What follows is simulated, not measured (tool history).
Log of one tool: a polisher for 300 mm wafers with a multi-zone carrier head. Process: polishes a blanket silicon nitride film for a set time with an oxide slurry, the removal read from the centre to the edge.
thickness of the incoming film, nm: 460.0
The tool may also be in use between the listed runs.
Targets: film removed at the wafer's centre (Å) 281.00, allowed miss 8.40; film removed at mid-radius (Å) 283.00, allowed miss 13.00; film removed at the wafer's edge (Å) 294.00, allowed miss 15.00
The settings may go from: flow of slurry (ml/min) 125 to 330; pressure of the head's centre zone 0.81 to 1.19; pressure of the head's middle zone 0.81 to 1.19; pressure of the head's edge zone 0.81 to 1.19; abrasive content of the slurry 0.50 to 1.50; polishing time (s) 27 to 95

run	hour	flow of slurry (ml/min)	pressure of the head's centre zone	pressure of the head's middle zone	pressure of the head's edge zone	abrasive content of the slurry	polishing time (s)	film removed at the wafer's centre (Å)	film removed at mid-radius (Å)	film removed at the wafer's edge (Å)
1	0.0	210	1.00	1.00	1.00	1.00	61	589.49	591.81	592.44
2	8.1	205	0.99	0.98	0.98	0.90	57	509.49	506.29	515.31
3	14.5	205	0.98	0.97	0.96	0.85	54	459.24	461.83	465.58
4	19.0	205	0.98	1.02	0.96	0.85	54	458.08	473.28	467.03
5	26.6	205	0.89	1.02	0.96	0.85	54	419.74	479.27	468.78
6	33.1	200	0.89	1.00	0.94	0.80	52	388.23	434.90	417.57
7	39.3	195	0.88	0.97	0.94	0.75	51	352.31	384.85	392.10
8	44.5	220	0.90	0.91	0.84	0.50	45	212.29	216.40	218.22
9	50.1	220	0.91	0.92	0.87	0.50	44	210.03	214.60	218.98
10	55.8	220	0.94	0.94	0.91	0.50	43	213.35	214.93	215.19
11	59.4	215	0.95	0.95	0.95	0.50	43	215.93	216.06	226.41
12	65.9	260	1.05	1.05	1.05	0.70	42	337.49	337.01	334.22
13	71.0	260	1.03	1.03	1.04	0.70	42	338.34	324.40	328.00

5 next moves are on the table. One of them brings every result within its allowed miss. Which?
A	76.1	320	1.12	1.13	0.92	0.70	43	?	?	?
B	76.1	310	1.08	1.07	0.95	0.75	44	?	?	?
C	76.1	240	0.99	1.00	1.09	0.65	40	?	?	?
D	76.1	235	1.00	1.13	1.00	0.55	50	?	?	?
E	76.1	290	1.16	1.14	0.94	0.80	44	?	?	?

move	film removed at the wafer's centre (Å)	film removed at mid-radius (Å)	film removed at the wafer's edge (Å)
A	375.49	377.30	317.11
B	391.04	389.18	348.38
C	279.68	287.64	293.61
D	296.13	334.43	294.44
E	438.65	429.10	362.34
A: further off than the last run
B: further off than the last run
C: meets every target
D: nearer than the last run, and not there yet
E: further off than the last run
Move C is the one to make.
